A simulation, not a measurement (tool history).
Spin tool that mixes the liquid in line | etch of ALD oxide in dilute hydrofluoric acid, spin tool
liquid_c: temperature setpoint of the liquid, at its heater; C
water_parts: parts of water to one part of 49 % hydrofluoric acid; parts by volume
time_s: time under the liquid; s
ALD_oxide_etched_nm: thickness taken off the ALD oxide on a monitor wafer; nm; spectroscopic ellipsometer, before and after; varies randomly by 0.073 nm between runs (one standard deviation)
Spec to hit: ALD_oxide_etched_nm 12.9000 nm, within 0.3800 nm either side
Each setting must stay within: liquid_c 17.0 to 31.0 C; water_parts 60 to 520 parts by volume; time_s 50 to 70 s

{"run": 1, "hour": 0.0, "liquid_c": 23.0, "water_parts": 290, "time_s": 70, "ALD_oxide_etched_nm": 2.557}
{"run": 2, "hour": 8.8, "liquid_c": 24.5, "water_parts": 250, "time_s": 70, "ALD_oxide_etched_nm": 3.2565}
{"run": 3, "hour": 12.0, "liquid_c": 25.5, "water_parts": 215, "time_s": 70, "ALD_oxide_etched_nm": 4.0863}
{"run": 4, "hour": 17.6, "liquid_c": 25.5, "water_parts": 215, "time_s": 50, "ALD_oxide_etched_nm": 2.8943}
{"run": 5, "hour": 23.3, "liquid_c": 25.5, "water_parts": 115, "time_s": 50, "ALD_oxide_etched_nm": 6.1622}
{"run": 6, "hour": 26.9, "liquid_c": 25.5, "water_parts": 115, "time_s": 50, "ALD_oxide_etched_nm": 6.1581}
{"hour": 30.7, "done": "hydrofluoric acid flow meter replaced"}
{"run": 7, "hour": 30.7, "liquid_c": 24.0, "water_parts": 105, "time_s": 55, "ALD_oxide_etched_nm": 7.873}
{"run": 8, "hour": 32.9, "liquid_c": 23.0, "water_parts": 105, "time_s": 55, "ALD_oxide_etched_nm": 7.6221}
{"run": 9, "hour": 39.4, "liquid_c": 27.0, "water_parts": 60, "time_s": 70, "ALD_oxide_etched_nm": 20.979}
{"run": 10, "hour": 42.3, "liquid_c": 26.0, "water_parts": 60, "time_s": 70, "ALD_oxide_etched_nm": 20.051}
{"run": 11, "hour": 44.1, "liquid_c": 22.0, "water_parts": 90, "time_s": 70, "ALD_oxide_etched_nm": 11.059}
{"run": 12, "hour": 50.6, "liquid_c": 22.5, "water_parts": 90, "time_s": 70, "ALD_oxide_etched_nm": 11.161}
{"run": 13, "hour": 58.0, "liquid_c": 26.5, "water_parts": 85, "time_s": 70, "ALD_oxide_etched_nm": 13.871}
{"run": 14, "hour": 62.1, "liquid_c": 26.5, "water_parts": 85, "time_s": 70, "ALD_oxide_etched_nm": 14.03}
{"run": 15, "hour": 68.6, "liquid_c": 26.0, "water_parts": 85, "time_s": 70, "ALD_oxide_etched_nm": 13.728}
{"run": 16, "hour": 71.2, "liquid_c": 25.5, "water_parts": 85, "time_s": 70, "ALD_oxide_etched_nm": 13.552}

Exercise: of the 5 proposed moves below, exactly one satisfies all targets within the stated allowed misses. Which move is it?
{"run": "A", "hour": 73.8, "liquid_c": 27.0, "water_parts": 80, "time_s": 55, "ALD_oxide_etched_nm": "?"}
{"run": "B", "hour": 73.8, "liquid_c": 21.5, "water_parts": 60, "time_s": 50, "ALD_oxide_etched_nm": "?"}
{"run": "C", "hour": 73.8, "liquid_c": 19.5, "water_parts": 65, "time_s": 70, "ALD_oxide_etched_nm": "?"}
{"run": "D", "hour": 73.8, "liquid_c": 23.0, "water_parts": 60, "time_s": 50, "ALD_oxide_etched_nm": "?"}
{"run": "E", "hour": 73.8, "liquid_c": 28.0, "water_parts": 90, "time_s": 60, "ALD_oxide_etched_nm": "?"}

move=A ALD_oxide_etched_nm=12.0260
move=B ALD_oxide_etched_nm=11.9770
move=C ALD_oxide_etched_nm=14.1480
move=D ALD_oxide_etched_nm=12.7450
move=E ALD_oxide_etched_nm=11.9590
A: moves the result that the last run missed by most past its target, out the other side
B: moves the result that the last run missed by most past its target, out the other side
C: further off than the last run
D: each result inside its tolerance
E: moves the result that the last run missed by most past its target, out the other side
D meets every target.
